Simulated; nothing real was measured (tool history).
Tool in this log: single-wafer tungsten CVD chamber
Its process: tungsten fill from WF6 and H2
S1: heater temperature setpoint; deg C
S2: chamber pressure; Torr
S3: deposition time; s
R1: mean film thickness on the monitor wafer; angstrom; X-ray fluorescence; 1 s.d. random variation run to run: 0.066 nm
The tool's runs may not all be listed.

run,day,S1,S2,S3,R1
1,0.000,380,45.1,17.5,395.93
2,0.150,378,45.0,17.5,378.38
3,0.417,376,44.9,17.5,360.79
4,0.529,376,44.9,17.5,360.62
5,0.788,376,44.9,16.7,345.45
6,1.100,375,44.9,16.7,336.64

Estimate the outcome of run 7 from the log above:
7,1.379,374,44.9,16.7,?

For run 7 the tool returned R1 328.64 angstrom.

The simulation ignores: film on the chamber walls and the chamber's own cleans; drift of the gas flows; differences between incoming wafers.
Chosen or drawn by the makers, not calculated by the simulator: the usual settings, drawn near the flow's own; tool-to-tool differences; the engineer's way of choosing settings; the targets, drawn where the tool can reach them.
